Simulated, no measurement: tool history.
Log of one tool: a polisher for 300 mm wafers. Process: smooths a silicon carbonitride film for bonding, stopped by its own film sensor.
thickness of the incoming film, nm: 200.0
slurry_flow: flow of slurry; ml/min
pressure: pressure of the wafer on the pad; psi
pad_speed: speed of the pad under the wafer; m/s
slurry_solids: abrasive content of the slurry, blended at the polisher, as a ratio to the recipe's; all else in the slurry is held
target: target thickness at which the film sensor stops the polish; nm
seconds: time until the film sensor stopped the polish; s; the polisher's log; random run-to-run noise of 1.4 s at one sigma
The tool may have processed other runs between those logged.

{"run": 1, "hour": 0.0, "slurry_flow": 305, "pressure": 1.6, "pad_speed": 0.78, "slurry_solids": 1.0, "target": 188, "seconds": 85.51}
{"run": 2, "hour": 4.6, "slurry_flow": 305, "pressure": 1.4, "pad_speed": 0.78, "slurry_solids": 1.0, "target": 188, "seconds": 94.868}
{"run": 3, "hour": 13.5, "slurry_flow": 305, "pressure": 1.4, "pad_speed": 0.66, "slurry_solids": 1.0, "target": 188, "seconds": 105.0}
{"run": 4, "hour": 18.7, "slurry_flow": 305, "pressure": 1.3, "pad_speed": 0.66, "slurry_solids": 1.0, "target": 188, "seconds": 114.27}
{"run": 5, "hour": 25.9, "slurry_flow": 305, "pressure": 1.3, "pad_speed": 0.66, "slurry_solids": 1.0, "target": 190, "seconds": 95.001}
{"run": 6, "hour": 34.8, "slurry_flow": 305, "pressure": 1.3, "pad_speed": 0.52, "slurry_solids": 1.0, "target": 190, "seconds": 108.02}
{"run": 7, "hour": 40.1, "slurry_flow": 305, "pressure": 1.3, "pad_speed": 0.52, "slurry_solids": 1.0, "target": 190, "seconds": 104.62}

Run 8 comes next. What will it give?
{"run": 8, "hour": 44.9, "slurry_flow": 305, "pressure": 0.9, "pad_speed": 0.5, "slurry_solids": 1.0, "target": 190, "seconds": "?"}

{"run 8": {"seconds": 157.88}}
